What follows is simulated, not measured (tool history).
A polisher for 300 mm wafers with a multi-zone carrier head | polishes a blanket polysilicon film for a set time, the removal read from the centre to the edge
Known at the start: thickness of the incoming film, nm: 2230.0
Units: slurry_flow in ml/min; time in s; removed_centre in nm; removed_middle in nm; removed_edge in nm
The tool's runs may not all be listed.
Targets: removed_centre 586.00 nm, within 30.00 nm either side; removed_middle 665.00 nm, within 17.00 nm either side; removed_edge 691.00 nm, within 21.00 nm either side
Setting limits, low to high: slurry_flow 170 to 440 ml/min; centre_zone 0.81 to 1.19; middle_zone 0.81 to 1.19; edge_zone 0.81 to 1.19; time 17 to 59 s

Run 1, hour 0.0: slurry_flow 280 ml/min, centre_zone 1.00, middle_zone 1.00, edge_zone 1.00, time 38 s. Result: removed_centre 581.40 nm, removed_middle 556.41 nm, removed_edge 546.40 nm.
Run 2, hour 3.6: slurry_flow 285 ml/min, centre_zone 0.97, middle_zone 1.01, edge_zone 1.05, time 39 s. Result: removed_centre 590.09 nm, removed_middle 581.03 nm, removed_edge 576.45 nm.
Run 3, hour 12.5: slurry_flow 290 ml/min, centre_zone 0.93, middle_zone 1.01, edge_zone 1.09, time 40 s. Result: removed_centre 573.22 nm, removed_middle 582.88 nm, removed_edge 604.88 nm.
Run 4, hour 15.1: slurry_flow 290 ml/min, centre_zone 0.93, middle_zone 1.01, edge_zone 1.09, time 34 s. Result: removed_centre 508.54 nm, removed_middle 501.07 nm, removed_edge 518.43 nm.
Run 5, hour 20.0: slurry_flow 290 ml/min, centre_zone 0.93, middle_zone 1.01, edge_zone 1.15, time 34 s. Result: removed_centre 486.68 nm, removed_middle 502.21 nm, removed_edge 528.73 nm.
At hour 22.4: centre zone pressure recalibrated.
Run 6, hour 22.4: slurry_flow 290 ml/min, centre_zone 0.93, middle_zone 1.01, edge_zone 1.19, time 34 s. Result: removed_centre 442.17 nm, removed_middle 500.56 nm, removed_edge 541.60 nm.
Run 7, hour 29.0: slurry_flow 305 ml/min, centre_zone 0.94, middle_zone 1.02, edge_zone 1.18, time 37 s. Result: removed_centre 497.50 nm, removed_middle 556.11 nm, removed_edge 575.91 nm.
Run 8, hour 36.1: slurry_flow 295 ml/min, centre_zone 0.93, middle_zone 1.02, edge_zone 1.17, time 39 s. Result: removed_centre 531.35 nm, removed_middle 577.75 nm, removed_edge 615.73 nm.
Run 9, hour 42.0: slurry_flow 295 ml/min, centre_zone 0.93, middle_zone 1.03, edge_zone 1.17, time 40 s. Result: removed_centre 535.79 nm, removed_middle 604.61 nm, removed_edge 634.95 nm.
Run 10, hour 43.9: slurry_flow 300 ml/min, centre_zone 0.93, middle_zone 1.03, edge_zone 1.17, time 41 s. Result: removed_centre 547.25 nm, removed_middle 616.34 nm, removed_edge 654.23 nm.
Run 11, hour 49.1: slurry_flow 305 ml/min, centre_zone 0.94, middle_zone 1.03, edge_zone 1.17, time 42 s. Result: removed_centre 564.41 nm, removed_middle 629.94 nm, removed_edge 673.17 nm.

Pick the move, out of 4, that brings all results within their allowed miss; only one does.
Run A, hour 54.3: slurry_flow 325 ml/min, centre_zone 0.88, middle_zone 0.96, edge_zone 1.19, time 47 s. Result: removed_centre ?, removed_middle ?, removed_edge ?.
Run B, hour 54.3: slurry_flow 300 ml/min, centre_zone 0.89, middle_zone 1.03, edge_zone 1.19, time 47 s. Result: removed_centre ?, removed_middle ?, removed_edge ?.
Run C, hour 54.3: slurry_flow 290 ml/min, centre_zone 0.90, middle_zone 1.01, edge_zone 1.10, time 45 s. Result: removed_centre ?, removed_middle ?, removed_edge ?.
Run D, hour 54.3: slurry_flow 340 ml/min, centre_zone 0.92, middle_zone 0.88, edge_zone 0.86, time 50 s. Result: removed_centre ?, removed_middle ?, removed_edge ?.

move  removed_centre  removed_middle  removed_edge
   A          594.31          667.85        754.12
   B          596.08          702.95        748.75
   C          574.78          659.59        686.67
   D          663.96          663.81        688.04
A: corrects the largest miss of the last run, while another result sits out of spec
B: moves the result that the last run missed by most past its target, out the other side
C: all results in spec
D: corrects the largest miss of the last run, while another result sits out of spec
So the answer is move C, the one that meets all the targets.
